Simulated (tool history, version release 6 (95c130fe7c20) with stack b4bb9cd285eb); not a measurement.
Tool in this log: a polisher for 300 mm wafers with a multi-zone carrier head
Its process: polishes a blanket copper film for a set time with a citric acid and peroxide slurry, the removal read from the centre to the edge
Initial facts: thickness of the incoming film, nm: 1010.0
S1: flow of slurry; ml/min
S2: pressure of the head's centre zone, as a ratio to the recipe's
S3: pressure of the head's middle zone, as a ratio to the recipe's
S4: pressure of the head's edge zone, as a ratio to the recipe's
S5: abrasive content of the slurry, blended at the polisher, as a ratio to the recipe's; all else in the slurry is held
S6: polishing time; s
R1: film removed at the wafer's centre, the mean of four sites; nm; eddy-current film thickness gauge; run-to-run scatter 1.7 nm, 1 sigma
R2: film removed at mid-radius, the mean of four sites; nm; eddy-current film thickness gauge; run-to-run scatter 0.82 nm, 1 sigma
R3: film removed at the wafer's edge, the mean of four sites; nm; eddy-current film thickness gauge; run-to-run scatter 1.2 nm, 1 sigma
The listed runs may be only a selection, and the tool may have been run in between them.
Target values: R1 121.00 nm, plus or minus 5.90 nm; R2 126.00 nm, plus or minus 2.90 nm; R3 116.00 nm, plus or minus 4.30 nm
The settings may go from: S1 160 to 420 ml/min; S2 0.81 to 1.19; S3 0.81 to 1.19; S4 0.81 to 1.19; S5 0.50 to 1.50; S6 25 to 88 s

run  hour   S1    S2    S3    S4    S5  S6      R1      R2      R3
  1   0.0  270  1.00  1.00  1.00  1.00  56  145.81  143.34  146.86
  2   5.0  270  1.00  0.93  1.00  1.00  56  147.88  136.07  145.72
  3   8.7  270  1.00  0.93  1.00  0.85  56  141.37  130.64  137.97
  4  12.1  270  1.00  0.93  1.08  0.85  56  139.48  131.89  146.72
  5  20.5  265  0.98  0.94  1.04  0.80  56  135.47  128.44  143.09
  6  21.5  265  0.98  0.94  1.09  0.80  56  132.78  129.07  144.65
  7  28.5  270  0.99  1.04  0.99  0.55  49  112.98  113.53  111.82
  8  36.9  280  1.00  1.05  0.99  0.55  49  112.32  114.76  109.31
  9  43.6  280  1.01  1.06  1.00  0.60  49  116.12  117.19  111.73
 10  48.6  285  1.01  1.07  1.01  0.60  49  116.13  119.02  115.49
 11  52.0  290  1.01  1.08  1.01  0.60  49  114.66  120.10  113.84
 12  53.9  295  1.02  1.08  1.01  0.60  49  116.26  120.01  115.85

Exercise: of the 4 proposed moves below, exactly one satisfies all targets within the stated allowed misses. Which move is it?
  A  55.8  255  0.92  1.14  1.15  0.70  48   ?   ?   ?
  B  55.8  275  0.92  1.19  1.02  0.50  52   ?   ?   ?
  C  55.8  360  1.01  1.08  0.94  0.60  50   ?   ?   ?
  D  55.8  290  0.97  1.03  1.06  0.60  54   ?   ?   ?

move      R1      R2      R3
   A  105.58  125.26  125.47
   B  106.78  131.33  119.00
   C  120.99  124.34  117.29
   D  122.68  126.42  132.28
A: corrects the largest miss of the last run, while another result sits out of spec
B: takes the result that was furthest off past its target
C: every result lands within tolerance
D: corrects the largest miss of the last run, while another result sits out of spec
Correct choice: C, which meets every target
